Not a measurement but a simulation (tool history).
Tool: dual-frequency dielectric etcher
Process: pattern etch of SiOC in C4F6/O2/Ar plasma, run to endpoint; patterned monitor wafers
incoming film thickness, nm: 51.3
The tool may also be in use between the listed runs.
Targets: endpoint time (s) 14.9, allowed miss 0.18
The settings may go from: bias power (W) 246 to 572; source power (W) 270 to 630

{"run": 1, "hour": 0.0, "bias power (W)": 409, "source power (W)": 450, "endpoint time (s)": 17.88}
{"run": 2, "hour": 3.9, "bias power (W)": 409, "source power (W)": 410, "endpoint time (s)": 18.782}
{"run": 3, "hour": 8.5, "bias power (W)": 477, "source power (W)": 410, "endpoint time (s)": 17.421}
{"run": 4, "hour": 13.5, "bias power (W)": 444, "source power (W)": 410, "endpoint time (s)": 17.97}
{"run": 5, "hour": 14.7, "bias power (W)": 444, "source power (W)": 450, "endpoint time (s)": 17.285}
{"run": 6, "hour": 23.1, "bias power (W)": 458, "source power (W)": 450, "endpoint time (s)": 17.008}
{"run": 7, "hour": 28.5, "bias power (W)": 471, "source power (W)": 450, "endpoint time (s)": 16.713}
{"hour": 32.3, "done": "wet clean of the chamber"}
{"run": 8, "hour": 32.3, "bias power (W)": 482, "source power (W)": 450, "endpoint time (s)": 17.334}
{"run": 9, "hour": 38.7, "bias power (W)": 492, "source power (W)": 470, "endpoint time (s)": 16.814}
{"run": 10, "hour": 46.7, "bias power (W)": 501, "source power (W)": 490, "endpoint time (s)": 16.362}
{"run": 11, "hour": 50.8, "bias power (W)": 509, "source power (W)": 500, "endpoint time (s)": 16.118}
{"run": 12, "hour": 59.3, "bias power (W)": 516, "source power (W)": 510, "endpoint time (s)": 15.854}
{"run": 13, "hour": 62.0, "bias power (W)": 522, "source power (W)": 510, "endpoint time (s)": 15.779}
{"run": 14, "hour": 65.3, "bias power (W)": 522, "source power (W)": 510, "endpoint time (s)": 15.897}
{"run": 15, "hour": 67.2, "bias power (W)": 528, "source power (W)": 520, "endpoint time (s)": 15.576}
{"run": 16, "hour": 69.8, "bias power (W)": 533, "source power (W)": 520, "endpoint time (s)": 15.454}
{"run": 17, "hour": 73.3, "bias power (W)": 537, "source power (W)": 520, "endpoint time (s)": 15.393}
{"run": 18, "hour": 76.0, "bias power (W)": 541, "source power (W)": 520, "endpoint time (s)": 15.388}
{"run": 19, "hour": 84.9, "bias power (W)": 544, "source power (W)": 520, "endpoint time (s)": 15.386}
{"run": 20, "hour": 91.1, "bias power (W)": 547, "source power (W)": 520, "endpoint time (s)": 15.288}
{"run": 21, "hour": 94.6, "bias power (W)": 550, "source power (W)": 520, "endpoint time (s)": 15.338}
{"run": 22, "hour": 102.8, "bias power (W)": 552, "source power (W)": 520, "endpoint time (s)": 15.255}
{"run": 23, "hour": 111.5, "bias power (W)": 554, "source power (W)": 520, "endpoint time (s)": 15.22}
{"run": 24, "hour": 115.2, "bias power (W)": 556, "source power (W)": 520, "endpoint time (s)": 15.238}
{"run": 25, "hour": 122.5, "bias power (W)": 558, "source power (W)": 520, "endpoint time (s)": 15.11}
{"run": 26, "hour": 130.3, "bias power (W)": 560, "source power (W)": 520, "endpoint time (s)": 15.149}
{"run": 27, "hour": 138.2, "bias power (W)": 561, "source power (W)": 520, "endpoint time (s)": 15.168}

5 next moves are on the table. One of them brings every result within its allowed miss. Which?
{"run": "A", "hour": 146.1, "bias power (W)": 547, "source power (W)": 550, "endpoint time (s)": "?"}
{"run": "B", "hour": 146.1, "bias power (W)": 544, "source power (W)": 600, "endpoint time (s)": "?"}
{"run": "C", "hour": 146.1, "bias power (W)": 572, "source power (W)": 560, "endpoint time (s)": "?"}
{"run": "D", "hour": 146.1, "bias power (W)": 572, "source power (W)": 490, "endpoint time (s)": "?"}
{"run": "E", "hour": 146.1, "bias power (W)": 572, "source power (W)": 570, "endpoint time (s)": "?"}

move=A endpoint_time_(s)=14.935
move=B endpoint_time_(s)=14.441
move=C endpoint_time_(s)=14.514
move=D endpoint_time_(s)=15.351
move=E endpoint_time_(s)=14.408
A: meets every target
B: takes the result that was furthest off past its target
C: takes the result that was furthest off past its target
D: further off than the last run
E: takes the result that was furthest off past its target
Move A is the one to make.

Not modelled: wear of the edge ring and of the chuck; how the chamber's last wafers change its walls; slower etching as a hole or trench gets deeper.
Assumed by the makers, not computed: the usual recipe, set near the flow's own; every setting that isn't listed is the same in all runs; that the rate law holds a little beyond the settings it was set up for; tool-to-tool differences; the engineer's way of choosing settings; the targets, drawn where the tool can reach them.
